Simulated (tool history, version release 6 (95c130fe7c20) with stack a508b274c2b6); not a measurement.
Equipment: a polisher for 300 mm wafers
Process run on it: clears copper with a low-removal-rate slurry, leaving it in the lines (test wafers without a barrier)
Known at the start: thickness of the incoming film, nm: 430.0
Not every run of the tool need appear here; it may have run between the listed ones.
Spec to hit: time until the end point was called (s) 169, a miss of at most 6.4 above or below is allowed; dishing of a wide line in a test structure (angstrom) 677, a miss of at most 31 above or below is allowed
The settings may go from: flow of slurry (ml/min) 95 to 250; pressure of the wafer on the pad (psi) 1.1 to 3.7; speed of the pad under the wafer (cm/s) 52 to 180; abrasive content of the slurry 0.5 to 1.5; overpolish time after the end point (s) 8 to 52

run  hour  flow of slurry (ml/min)  pressure of the wafer on the pad (psi)  speed of the pad under the wafer (cm/s)  abrasive content of the slurry  overpolish time after the end point (s)  time until the end point was called (s)  dishing of a wide line in a test structure (angstrom)
  1     0                      160                                     2.4                                      116                               1                                       26                                   181.79                                                 447.31
  2   7.9                      160                                     2.4                                      116                               1                                       16                                   181.59                                                 290.44
  3  14.8                      135                                     2.4                                      116                               1                                       16                                   182.81                                                  283.8
  4  19.2                      135                                     2.4                                      116                               1                                       27                                   185.28                                                 444.05
  5  24.9                      135                                     2.4                                      116                             1.1                                       27                                   184.68                                                 449.03
  6  26.4                      135                                     2.4                                      116                             1.2                                       27                                   182.58                                                 447.18
  7  34.3                      135                                     2.4                                      116                             1.2                                       29                                   181.82                                                 475.19
  8  40.2                      135                                     2.5                                      116                             1.2                                       31                                   172.81                                                 507.61
  9  43.8                      135                                     2.5                                      118                            1.15                                       33                                   171.44                                                 549.78
 10  50.4                      135                                     2.6                                      118                             1.1                                       40                                   164.74                                                 636.64
 11    55                      135                                     2.5                                      118                            1.15                                       41                                   170.53                                                 639.63
 12  55.6                      135                                     2.5                                      118                            1.15                                       42                                   173.72                                                 642.06

Exercise: of the 4 proposed moves below, exactly one satisfies all targets within the stated allowed misses. Which move is it?
  A  56.2                      155                                     2.2                                      122                            1.15                                       49                                        ?                                                      ?
  B  56.2                      130                                     2.2                                      124                            1.15                                       44                                        ?                                                      ?
  C  56.2                      150                                       3                                       90                             1.3                                       43                                        ?                                                      ?
  D  56.2                      120                                     2.4                                      120                            1.25                                       41                                        ?                                                      ?

move  time until the end point was called (s)  dishing of a wide line in a test structure (angstrom)
   A                                   184.73                                                 680.45
   B                                   188.15                                                 626.59
   C                                   169.56                                                 679.42
   D                                   178.02                                                 624.91
A: meets the target for the result that was furthest off, but another lies outside its allowed miss
B: further off than the last run
C: each result inside its tolerance
D: further off than the last run
Go with C: it meets all targets.
